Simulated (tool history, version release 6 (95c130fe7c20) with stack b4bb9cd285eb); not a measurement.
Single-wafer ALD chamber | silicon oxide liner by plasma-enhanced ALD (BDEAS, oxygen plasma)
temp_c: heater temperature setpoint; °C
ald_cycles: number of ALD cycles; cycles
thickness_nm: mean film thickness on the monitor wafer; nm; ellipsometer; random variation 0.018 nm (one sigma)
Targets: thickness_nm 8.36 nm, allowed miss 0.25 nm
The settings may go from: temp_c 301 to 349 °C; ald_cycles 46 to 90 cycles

run 1 hour=0 | temp_c=325 ald_cycles=68 | thickness_nm=6.8118
run 2 hour=6.9 | temp_c=325 ald_cycles=59 | thickness_nm=5.9117
run 3 hour=11.1 | temp_c=325 ald_cycles=52 | thickness_nm=5.2201
run 4 hour=19.4 | temp_c=324 ald_cycles=59 | thickness_nm=5.933
run 5 hour=24 | temp_c=324 ald_cycles=51 | thickness_nm=5.1202
run 6 hour=26 | temp_c=323 ald_cycles=58 | thickness_nm=5.8345
run 7 hour=30.9 | temp_c=320 ald_cycles=69 | thickness_nm=6.9723
run 8 hour=34.4 | temp_c=320 ald_cycles=72 | thickness_nm=7.266
run 9 hour=35.4 | temp_c=320 ald_cycles=74 | thickness_nm=7.4817
run 10 hour=42.1 | temp_c=320 ald_cycles=74 | thickness_nm=7.4718
run 11 hour=46.5 | temp_c=320 ald_cycles=76 | thickness_nm=7.6435
run 12 hour=47.6 | temp_c=320 ald_cycles=78 | thickness_nm=7.881

Which of these 5 next moves meets every target?
run A hour=48.7 | temp_c=315 ald_cycles=69 | thickness_nm=?
run B hour=48.7 | temp_c=337 ald_cycles=80 | thickness_nm=?
run C hour=48.7 | temp_c=321 ald_cycles=74 | thickness_nm=?
run D hour=48.7 | temp_c=314 ald_cycles=82 | thickness_nm=?
run E hour=48.7 | temp_c=315 ald_cycles=77 | thickness_nm=?

move=A thickness_nm=7.001
move=B thickness_nm=7.8774
move=C thickness_nm=7.4478
move=D thickness_nm=8.3312
move=E thickness_nm=7.8127
A: further off than the last run
B: as far off as the last run
C: further off than the last run
D: meets every target
E: further off than the last run
Move D is the one to make.
